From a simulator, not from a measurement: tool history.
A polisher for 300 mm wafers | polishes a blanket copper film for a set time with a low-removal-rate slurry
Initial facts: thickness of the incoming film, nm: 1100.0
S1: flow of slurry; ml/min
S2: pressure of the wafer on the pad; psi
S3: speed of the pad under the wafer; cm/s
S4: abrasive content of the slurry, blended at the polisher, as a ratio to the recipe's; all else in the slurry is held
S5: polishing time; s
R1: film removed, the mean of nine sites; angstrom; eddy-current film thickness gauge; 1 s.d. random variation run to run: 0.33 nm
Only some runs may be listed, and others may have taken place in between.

{"run": 1, "day": 0.0, "S1": 315, "S2": 1.7, "S3": 96, "S4": 1, "S5": 21, "R1": 343.87}
{"run": 2, "day": 0.258, "S1": 315, "S2": 1.7, "S3": 96, "S4": 0.9, "S5": 21, "R1": 340.36}
{"run": 3, "day": 0.421, "S1": 315, "S2": 1.7, "S3": 112, "S4": 0.9, "S5": 21, "R1": 374.34}
{"run": 4, "day": 0.762, "S1": 315, "S2": 1.6, "S3": 112, "S4": 0.9, "S5": 21, "R1": 354.11}
{"run": 5, "day": 0.908, "S1": 315, "S2": 1.5, "S3": 112, "S4": 0.9, "S5": 21, "R1": 336.9}
{"run": 6, "day": 1.258, "S1": 315, "S2": 1.4, "S3": 112, "S4": 0.9, "S5": 21, "R1": 318.71}
{"run": 7, "day": 1.358, "S1": 315, "S2": 1.3, "S3": 112, "S4": 0.9, "S5": 21, "R1": 301.69}
{"run": 8, "day": 1.671, "S1": 315, "S2": 0.9, "S3": 110, "S4": 0.9, "S5": 21, "R1": 211.62}
{"run": 9, "day": 1.996, "S1": 315, "S2": 0.9, "S3": 110, "S4": 0.9, "S5": 21, "R1": 206.39}

Run 10 is up next; what results do you expect?
{"run": 10, "day": 2.142, "S1": 315, "S2": 1, "S3": 110, "S4": 0.9, "S5": 21, "R1": "?"}

R1: 233.97 angstrom
